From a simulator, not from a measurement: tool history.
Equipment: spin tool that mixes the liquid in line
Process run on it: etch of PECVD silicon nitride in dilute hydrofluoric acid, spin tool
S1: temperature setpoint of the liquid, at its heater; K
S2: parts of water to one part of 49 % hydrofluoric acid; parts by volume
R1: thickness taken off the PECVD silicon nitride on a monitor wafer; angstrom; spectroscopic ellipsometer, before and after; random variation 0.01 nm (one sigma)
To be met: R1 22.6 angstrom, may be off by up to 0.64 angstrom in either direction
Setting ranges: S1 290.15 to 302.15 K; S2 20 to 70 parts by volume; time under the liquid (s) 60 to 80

Run 1, hour 0: S1 294.15 K, S2 40 parts by volume, time under the liquid (s) 80. Result: R1 27.727 angstrom.
Run 2, hour 1.2: S1 294.15 K, S2 55 parts by volume, time under the liquid (s) 80. Result: R1 20.439 angstrom.
Run 3, hour 9.5: S1 294.65 K, S2 55 parts by volume, time under the liquid (s) 80. Result: R1 21.083 angstrom.
Run 4, hour 18.1: S1 295.15 K, S2 55 parts by volume, time under the liquid (s) 80. Result: R1 21.91 angstrom.
Run 5, hour 21.2: S1 298.15 K, S2 55 parts by volume, time under the liquid (s) 80. Result: R1 26.624 angstrom.
Run 6, hour 27.3: S1 298.15 K, S2 50 parts by volume, time under the liquid (s) 80. Result: R1 29.463 angstrom.
Run 7, hour 28.4: S1 297.15 K, S2 50 parts by volume, time under the liquid (s) 80. Result: R1 27.549 angstrom.
Run 8, hour 29.9: S1 293.65 K, S2 50 parts by volume, time under the liquid (s) 80. Result: R1 21.428 angstrom.

Of the 5 settings listed for the next run, only one would bring every result within its allowed miss of target. Which one?
Run A, hour 31.4: S1 295.15 K, S2 55 parts by volume, time under the liquid (s) 70. Result: R1 ?.
Run B, hour 31.4: S1 292.65 K, S2 50 parts by volume, time under the liquid (s) 80. Result: R1 ?.
Run C, hour 31.4: S1 291.65 K, S2 40 parts by volume, time under the liquid (s) 70. Result: R1 ?.
Run D, hour 31.4: S1 294.65 K, S2 50 parts by volume, time under the liquid (s) 70. Result: R1 ?.
Run E, hour 31.4: S1 295.15 K, S2 50 parts by volume, time under the liquid (s) 75. Result: R1 ?.

move      R1
   A  19.168
   B  20.228
   C  20.486
   D  20.328
   E   22.54
A: misses by more than the last run did
B: misses by more than the last run did
C: misses by more than the last run did
D: misses by more than the last run did
E: in spec on every target
So the answer is move E, the one that meets all the targets.
